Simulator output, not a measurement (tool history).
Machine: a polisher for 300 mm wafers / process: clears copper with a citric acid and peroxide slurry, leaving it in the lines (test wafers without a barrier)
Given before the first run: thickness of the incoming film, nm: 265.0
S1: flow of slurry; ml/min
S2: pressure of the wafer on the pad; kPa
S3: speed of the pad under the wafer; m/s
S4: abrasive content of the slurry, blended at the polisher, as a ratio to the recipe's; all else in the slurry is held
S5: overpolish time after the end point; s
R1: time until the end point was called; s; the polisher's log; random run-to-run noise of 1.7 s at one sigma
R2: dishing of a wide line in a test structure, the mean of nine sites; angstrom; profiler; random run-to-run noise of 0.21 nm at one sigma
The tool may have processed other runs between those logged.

| run | hour | S1 | S2 | S3 | S4 | S5 | R1 | R2 |
|---|---|---|---|---|---|---|---|---|
| 1 | 0.0 | 290 | 15.9 | 1.04 | 1.0 | 8 | 169.69 | 111.57 |
| 2 | 5.1 | 290 | 17.9 | 1.04 | 1.0 | 9 | 151.50 | 139.67 |
| 3 | 8.5 | 290 | 20.0 | 1.04 | 1.0 | 9 | 131.96 | 154.41 |
| 4 | 11.4 | 290 | 20.0 | 1.04 | 1.0 | 10 | 135.88 | 172.96 |
| 5 | 12.8 | 290 | 20.0 | 1.04 | 0.8 | 10 | 141.70 | 162.24 |
| 6 | 17.4 | 290 | 21.4 | 1.04 | 0.8 | 10 | 136.91 | 171.57 |
| 7 | 21.5 | 290 | 22.8 | 1.06 | 0.8 | 10 | 120.53 | 183.35 |
| 8 | 30.4 | 290 | 23.4 | 1.06 | 0.8 | 10 | 118.70 | 190.21 |

What does the tool deliver on the next run?
| 9 | 35.7 | 290 | 24.1 | 1.06 | 0.8 | 10 | ? | ? |

Run 9 gave R1 116.56 s, R2 200.82 angstrom.
